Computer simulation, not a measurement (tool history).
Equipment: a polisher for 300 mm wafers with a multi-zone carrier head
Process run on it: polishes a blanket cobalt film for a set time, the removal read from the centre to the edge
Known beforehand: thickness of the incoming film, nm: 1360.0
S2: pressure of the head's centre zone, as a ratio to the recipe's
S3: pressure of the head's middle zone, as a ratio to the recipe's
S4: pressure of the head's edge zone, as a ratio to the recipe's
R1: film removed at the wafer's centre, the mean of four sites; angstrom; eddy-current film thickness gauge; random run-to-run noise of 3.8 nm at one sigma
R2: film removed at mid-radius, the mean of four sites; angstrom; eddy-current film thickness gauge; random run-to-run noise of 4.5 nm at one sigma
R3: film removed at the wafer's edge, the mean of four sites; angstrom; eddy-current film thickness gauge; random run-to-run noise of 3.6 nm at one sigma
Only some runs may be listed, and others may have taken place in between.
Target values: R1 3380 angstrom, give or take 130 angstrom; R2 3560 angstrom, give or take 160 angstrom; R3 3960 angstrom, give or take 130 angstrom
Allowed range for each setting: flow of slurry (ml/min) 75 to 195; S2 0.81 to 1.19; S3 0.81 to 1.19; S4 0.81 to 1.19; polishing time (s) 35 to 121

{"run": 1, "day": 0.0, "flow of slurry (ml/min)": 125, "S2": 1, "S3": 1, "S4": 1, "polishing time (s)": 78, "R1": 4139.1, "R2": 4228.7, "R3": 3947.4}
{"run": 2, "day": 0.321, "flow of slurry (ml/min)": 105, "S2": 1, "S3": 1, "S4": 1, "polishing time (s)": 78, "R1": 3978.6, "R2": 3897.9, "R3": 3924.6}
{"run": 3, "day": 0.45, "flow of slurry (ml/min)": 100, "S2": 0.98, "S3": 1, "S4": 1.01, "polishing time (s)": 78, "R1": 3849.4, "R2": 3893.5, "R3": 3830}
{"run": 4, "day": 0.8, "flow of slurry (ml/min)": 75, "S2": 0.98, "S3": 1, "S4": 1.01, "polishing time (s)": 78, "R1": 3312.3, "R2": 3402.8, "R3": 3563.8}
{"run": 5, "day": 0.917, "flow of slurry (ml/min)": 75, "S2": 0.94, "S3": 1, "S4": 1.01, "polishing time (s)": 78, "R1": 3211.6, "R2": 3460.8, "R3": 3659.3}
{"run": 6, "day": 1.208, "flow of slurry (ml/min)": 75, "S2": 0.94, "S3": 1, "S4": 1.04, "polishing time (s)": 78, "R1": 3196.2, "R2": 3509.7, "R3": 3593.1}
{"run": 7, "day": 1.508, "flow of slurry (ml/min)": 75, "S2": 0.93, "S3": 0.98, "S4": 1.03, "polishing time (s)": 79, "R1": 3171.4, "R2": 3397.5, "R3": 3586}
{"run": 8, "day": 1.779, "flow of slurry (ml/min)": 105, "S2": 0.93, "S3": 0.95, "S4": 1.13, "polishing time (s)": 80, "R1": 3762.7, "R2": 3823.9, "R3": 4198.4}
{"run": 9, "day": 2.088, "flow of slurry (ml/min)": 100, "S2": 0.93, "S3": 0.95, "S4": 1.13, "polishing time (s)": 80, "R1": 3691.3, "R2": 3772.4, "R3": 4179}
{"run": 10, "day": 2.408, "flow of slurry (ml/min)": 95, "S2": 0.93, "S3": 0.95, "S4": 1.13, "polishing time (s)": 80, "R1": 3633.1, "R2": 3746.5, "R3": 4057.9}
{"run": 11, "day": 2.517, "flow of slurry (ml/min)": 90, "S2": 0.93, "S3": 0.95, "S4": 1.13, "polishing time (s)": 80, "R1": 3567.7, "R2": 3657.6, "R3": 4103.3}

Consider the 4 candidate settings below. Which is the only one whose results all fall within their allowed miss of target?
{"run": "A", "day": 2.625, "flow of slurry (ml/min)": 75, "S2": 0.97, "S3": 0.83, "S4": 1.12, "polishing time (s)": 87, "R1": "?", "R2": "?", "R3": "?"}
{"run": "B", "day": 2.625, "flow of slurry (ml/min)": 100, "S2": 0.89, "S3": 0.91, "S4": 1.12, "polishing time (s)": 77, "R1": "?", "R2": "?", "R3": "?"}
{"run": "C", "day": 2.625, "flow of slurry (ml/min)": 75, "S2": 0.91, "S3": 1.01, "S4": 1.19, "polishing time (s)": 86, "R1": "?", "R2": "?", "R3": "?"}
{"run": "D", "day": 2.625, "flow of slurry (ml/min)": 100, "S2": 0.89, "S3": 0.9, "S4": 1.19, "polishing time (s)": 80, "R1": "?", "R2": "?", "R3": "?"}

move=A R1=3704.4 R2=3461.9 R3=4148.6
move=B R1=3427.3 R2=3632.2 R3=3947.1
move=C R1=3436.9 R2=3878.3 R3=4202.6
move=D R1=3560.6 R2=3747.1 R3=4210.9
A: misses by more than the last run did
B: every result lands within tolerance
C: gets the furthest-off result to its target, but another result is out of tolerance
D: misses by more than the last run did
Move B is the one to make.
